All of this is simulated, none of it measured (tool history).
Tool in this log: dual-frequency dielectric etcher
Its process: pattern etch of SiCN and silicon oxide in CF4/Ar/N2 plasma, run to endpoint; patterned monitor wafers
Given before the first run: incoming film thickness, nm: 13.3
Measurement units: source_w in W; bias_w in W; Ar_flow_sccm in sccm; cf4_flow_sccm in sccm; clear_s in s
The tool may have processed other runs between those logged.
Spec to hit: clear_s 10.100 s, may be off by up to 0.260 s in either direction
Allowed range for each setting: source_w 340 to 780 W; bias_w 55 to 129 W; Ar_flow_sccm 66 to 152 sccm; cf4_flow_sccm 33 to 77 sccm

Run 1, hour 0.0: source_w 560 W, bias_w 92 W, Ar_flow_sccm 109 sccm, cf4_flow_sccm 55 sccm. Result: clear_s 12.580 s.
Run 2, hour 8.4: source_w 580 W, bias_w 93 W, Ar_flow_sccm 109 sccm, cf4_flow_sccm 55 sccm. Result: clear_s 12.142 s.
Run 3, hour 16.3: source_w 600 W, bias_w 93 W, Ar_flow_sccm 109 sccm, cf4_flow_sccm 55 sccm. Result: clear_s 11.879 s.
Run 4, hour 24.7: source_w 600 W, bias_w 85 W, Ar_flow_sccm 109 sccm, cf4_flow_sccm 55 sccm. Result: clear_s 12.363 s.
Run 5, hour 29.1: source_w 600 W, bias_w 71 W, Ar_flow_sccm 109 sccm, cf4_flow_sccm 55 sccm. Result: clear_s 13.616 s.
Run 6, hour 37.8: source_w 600 W, bias_w 71 W, Ar_flow_sccm 120 sccm, cf4_flow_sccm 55 sccm. Result: clear_s 13.746 s.
Run 7, hour 43.8: source_w 630 W, bias_w 73 W, Ar_flow_sccm 120 sccm, cf4_flow_sccm 55 sccm. Result: clear_s 13.087 s.
Run 8, hour 49.3: source_w 660 W, bias_w 75 W, Ar_flow_sccm 119 sccm, cf4_flow_sccm 55 sccm. Result: clear_s 12.443 s.
Run 9, hour 53.8: source_w 680 W, bias_w 77 W, Ar_flow_sccm 118 sccm, cf4_flow_sccm 55 sccm. Result: clear_s 12.004 s.
Run 10, hour 57.0: source_w 700 W, bias_w 79 W, Ar_flow_sccm 118 sccm, cf4_flow_sccm 55 sccm. Result: clear_s 11.562 s.
Run 11, hour 62.6: source_w 710 W, bias_w 80 W, Ar_flow_sccm 118 sccm, cf4_flow_sccm 55 sccm. Result: clear_s 11.281 s.
Run 12, hour 67.5: source_w 720 W, bias_w 81 W, Ar_flow_sccm 118 sccm, cf4_flow_sccm 55 sccm. Result: clear_s 11.215 s.
Run 13, hour 71.7: source_w 730 W, bias_w 82 W, Ar_flow_sccm 118 sccm, cf4_flow_sccm 55 sccm. Result: clear_s 10.955 s.

Next run, 4 choices. One meets every target within its allowed miss, the rest don't. Which?
Run A, hour 75.9: source_w 780 W, bias_w 94 W, Ar_flow_sccm 131 sccm, cf4_flow_sccm 47 sccm. Result: clear_s ?.
Run B, hour 75.9: source_w 660 W, bias_w 97 W, Ar_flow_sccm 138 sccm, cf4_flow_sccm 64 sccm. Result: clear_s ?.
Run C, hour 75.9: source_w 700 W, bias_w 74 W, Ar_flow_sccm 126 sccm, cf4_flow_sccm 52 sccm. Result: clear_s ?.
Run D, hour 75.9: source_w 670 W, bias_w 95 W, Ar_flow_sccm 121 sccm, cf4_flow_sccm 53 sccm. Result: clear_s ?.

move  clear_s
   A   10.193
   B   10.880
   C   12.227
   D   11.032
A: every result lands within tolerance
B: moves toward the targets from the last run without getting all of them in spec
C: lands further from the targets than the last run did
D: lands further from the targets than the last run did
Answer: A

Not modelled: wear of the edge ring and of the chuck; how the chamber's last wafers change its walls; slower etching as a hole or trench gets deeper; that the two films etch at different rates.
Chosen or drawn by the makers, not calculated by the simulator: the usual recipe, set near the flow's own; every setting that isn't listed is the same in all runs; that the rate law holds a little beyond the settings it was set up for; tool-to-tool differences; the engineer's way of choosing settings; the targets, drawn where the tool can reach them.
